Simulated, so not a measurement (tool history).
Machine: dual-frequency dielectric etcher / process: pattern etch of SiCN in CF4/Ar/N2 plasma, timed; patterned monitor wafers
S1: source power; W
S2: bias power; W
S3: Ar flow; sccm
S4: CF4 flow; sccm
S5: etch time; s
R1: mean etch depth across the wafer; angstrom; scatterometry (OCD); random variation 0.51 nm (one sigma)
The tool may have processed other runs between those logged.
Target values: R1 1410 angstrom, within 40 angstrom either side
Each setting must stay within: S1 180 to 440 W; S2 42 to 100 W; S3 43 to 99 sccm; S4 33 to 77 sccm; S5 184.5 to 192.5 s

run  hour   S1  S2  S3  S4     S5      R1
  1     0  310  71  71  55  184.5  1167.5
  2   8.8  330  72  71  55  184.5  1228.2
  3  15.7  350  73  71  55  184.5  1276.5
  4  19.2  360  74  71  55  184.5  1303.9
  5  26.1  370  75  71  55  184.5  1339.1
  6  29.6  320  75  71  55  184.5  1212.1
  7  31.9  340  76  71  55  184.5  1276.6
  8  39.3  350  77  71  55  184.5  1315.2

Below are 5 possible settings for the next run. Only one of them brings all results inside the allowed miss of their targets. Which is it?
  A  46.7  320  75  66  47  192.5   ?
  B  46.7  330  90  69  55    191   ?
  C  46.7  300  77  76  56    187   ?
  D  46.7  340  75  69  51  184.5   ?
  E  46.7  310  73  66  50  190.5   ?

move      R1
   A    1228
   B  1383.9
   C  1177.8
   D  1239.6
   E  1190.1
A: further off than the last run
B: hits every target within its allowed miss
C: further off than the last run
D: further off than the last run
E: further off than the last run
Correct choice: B, which meets every target
